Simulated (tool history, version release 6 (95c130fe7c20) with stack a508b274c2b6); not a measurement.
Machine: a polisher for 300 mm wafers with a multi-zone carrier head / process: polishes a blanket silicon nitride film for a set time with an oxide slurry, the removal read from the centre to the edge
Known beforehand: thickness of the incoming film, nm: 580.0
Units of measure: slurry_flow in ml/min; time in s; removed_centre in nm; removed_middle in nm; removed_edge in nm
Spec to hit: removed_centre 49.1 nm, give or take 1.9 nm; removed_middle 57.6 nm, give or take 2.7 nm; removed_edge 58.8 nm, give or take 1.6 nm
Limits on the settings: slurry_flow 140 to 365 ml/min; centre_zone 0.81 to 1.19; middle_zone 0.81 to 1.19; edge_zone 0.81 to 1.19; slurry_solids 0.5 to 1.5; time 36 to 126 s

run,hour,slurry_flow,centre_zone,middle_zone,edge_zone,slurry_solids,time,removed_centre,removed_middle,removed_edge
1,0,235,1,1,1,1,81,61.952,62.459,64.486
2,6.7,235,1,1,1,1.2,81,67.953,69.66,70.673
3,9.2,235,1,1,1,1.2,94,79.955,82.105,82.645
4,9.9,235,1,0.92,1,1.2,94,78.154,73.23,81.768
5,11.6,230,0.98,0.92,0.99,1.15,94,76.06,73.207,79.717
6,16.9,230,0.98,0.92,0.99,1.05,94,72.4,69.651,75.894
7,19.8,225,0.96,0.92,0.99,1,94,68.219,66.451,72.69
8,21,220,0.94,0.92,0.99,0.95,94,64.565,64.619,71.538
9,28,215,0.93,0.92,0.97,0.95,94,62.274,64.22,70.012
10,32.8,215,0.92,0.92,0.96,0.95,94,60.945,64.979,70.116
11,39.3,215,0.92,0.92,0.95,0.9,94,60.416,63.029,67.368
12,43.2,210,0.91,0.92,0.94,0.9,94,60.172,62.487,66.697
13,50.6,205,0.9,0.92,0.93,0.9,94,58.257,62.649,66.556
14,51.4,205,0.89,0.92,0.92,0.9,94,57.886,62.202,66.179
15,59.7,205,0.88,0.92,0.91,0.9,94,57.251,64.022,66.332
16,64,200,0.87,0.92,0.9,0.9,94,56.845,62.844,64.856
17,68.5,195,0.86,0.92,0.9,0.9,94,55.4,62.413,64.907
18,72.1,190,0.85,0.92,0.89,0.9,94,55.087,62.177,64.062
19,77.2,180,0.83,0.92,0.87,0.85,94,51.278,59.993,60.928
20,77.7,175,0.83,0.92,0.87,0.85,94,51.815,58.815,60.701

Next run, 5 choices. One meets every target within its allowed miss, the rest don't. Which?
A,78.2,165,0.89,0.84,0.86,0.8,97,?,?,?
B,78.2,140,0.88,0.95,0.96,0.95,88,?,?,?
C,78.2,145,0.92,0.84,1,0.9,92,?,?,?
D,78.2,190,0.83,0.96,0.89,0.95,82,?,?,?
E,78.2,190,0.81,0.9,0.91,1.25,75,?,?,?

move,removed_centre,removed_middle,removed_edge
A,53.433,54.438,59.44
B,53.025,60.602,62.925
C,56.154,55.414,64.936
D,48.489,59.071,58.232
E,50.448,59.717,62.769
A: the biggest miss grows against the last run
B: the biggest miss grows against the last run
C: the biggest miss grows against the last run
D: hits every target within its allowed miss
E: brings the result that was furthest off to its target, and leaves another outside
Correct choice: D, which meets every target
